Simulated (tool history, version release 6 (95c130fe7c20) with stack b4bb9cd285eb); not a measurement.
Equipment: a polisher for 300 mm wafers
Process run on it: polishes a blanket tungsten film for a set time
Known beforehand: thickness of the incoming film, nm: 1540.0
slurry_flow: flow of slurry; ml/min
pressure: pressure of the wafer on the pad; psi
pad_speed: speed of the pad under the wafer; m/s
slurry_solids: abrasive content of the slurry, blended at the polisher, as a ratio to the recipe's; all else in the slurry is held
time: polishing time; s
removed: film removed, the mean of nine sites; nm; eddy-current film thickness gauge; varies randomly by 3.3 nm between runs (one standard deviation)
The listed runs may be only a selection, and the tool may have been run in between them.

{"run": 1, "day": 0.0, "slurry_flow": 125, "pressure": 4.2, "pad_speed": 1.26, "slurry_solids": 1.0, "time": 34, "removed": 242.77}
{"run": 2, "day": 0.125, "slurry_flow": 125, "pressure": 4.2, "pad_speed": 0.98, "slurry_solids": 1.0, "time": 34, "removed": 186.44}
{"run": 3, "day": 0.196, "slurry_flow": 130, "pressure": 4.8, "pad_speed": 0.98, "slurry_solids": 1.0, "time": 34, "removed": 205.03}
{"run": 4, "day": 0.262, "slurry_flow": 130, "pressure": 4.8, "pad_speed": 0.98, "slurry_solids": 1.0, "time": 31, "removed": 187.94}
{"run": 5, "day": 0.483, "slurry_flow": 130, "pressure": 5.4, "pad_speed": 1.06, "slurry_solids": 1.0, "time": 31, "removed": 221.15}
{"run": 6, "day": 0.638, "slurry_flow": 130, "pressure": 5.4, "pad_speed": 1.06, "slurry_solids": 1.0, "time": 34, "removed": 238.9}

What does the tool deliver on the next run?
{"run": 7, "day": 0.979, "slurry_flow": 155, "pressure": 6.6, "pad_speed": 1.08, "slurry_solids": 1.0, "time": 34, "removed": "?"}

Run 7 produced removed 287.68 nm.
